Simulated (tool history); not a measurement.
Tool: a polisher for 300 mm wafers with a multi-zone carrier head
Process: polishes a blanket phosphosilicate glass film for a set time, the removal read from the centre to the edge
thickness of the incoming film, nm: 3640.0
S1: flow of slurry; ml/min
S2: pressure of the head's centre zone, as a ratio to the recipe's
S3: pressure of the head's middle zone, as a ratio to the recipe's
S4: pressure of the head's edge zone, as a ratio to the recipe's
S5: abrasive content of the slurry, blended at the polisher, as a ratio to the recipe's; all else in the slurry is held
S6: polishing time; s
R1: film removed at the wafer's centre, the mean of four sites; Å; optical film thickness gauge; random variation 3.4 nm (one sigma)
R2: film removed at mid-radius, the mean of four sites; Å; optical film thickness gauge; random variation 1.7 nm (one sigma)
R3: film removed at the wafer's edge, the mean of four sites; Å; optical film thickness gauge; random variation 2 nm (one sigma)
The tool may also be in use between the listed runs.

run,hour,S1,S2,S3,S4,S5,S6,R1,R2,R3
1,0,295,1,1,1,1,36,4057.8,3958.3,4007.7
2,1.7,295,0.92,1,1,1,36,3747,3977.9,3985.4
3,7.9,365,0.92,1,1,1,36,3799.2,4007.1,3975
4,13.6,365,0.92,1,1,1,32,3366.9,3591,3559.1
5,22.2,365,0.89,1,1,1,32,3315,3568.2,3566.6
6,23.9,365,0.81,1,1,1,32,2997.8,3586.5,3632.6

Forecast run 7:
7,29.7,365,0.84,0.95,0.99,0.85,32,?,?,?

R1: 2794.8 Å
R2: 3190.4 Å
R3: 3341.2 Å
